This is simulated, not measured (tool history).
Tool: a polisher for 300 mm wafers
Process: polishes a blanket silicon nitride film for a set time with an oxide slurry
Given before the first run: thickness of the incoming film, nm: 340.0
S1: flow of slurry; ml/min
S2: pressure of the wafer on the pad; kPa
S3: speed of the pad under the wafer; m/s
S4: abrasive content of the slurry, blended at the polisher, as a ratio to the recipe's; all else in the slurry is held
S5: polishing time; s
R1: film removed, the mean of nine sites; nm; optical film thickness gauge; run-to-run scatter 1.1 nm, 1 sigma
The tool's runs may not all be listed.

run  hour   S1    S2    S3    S4   S5      R1
  1   0.0  145  22.8  1.08  1.00  103  58.923
  2   3.5  145  22.8  1.08  1.00  103  58.012
  3   7.8  145  24.1  1.08  1.00  103  63.274
  4  12.2  145  24.1  1.08  1.15  103  67.456
  5  13.0  145  24.8  1.08  1.15  103  70.032
     20.9  -- slurry blender recalibrated
  6  20.9  145  25.5  1.08  1.15  103  80.716
  7  23.9  150  26.2  1.08  1.15  103  81.416

Run 8 comes next. What will it give?
  8  31.8  160  26.2  1.08  1.15  103   ?

{"run 8": {"R1": 84.696}}
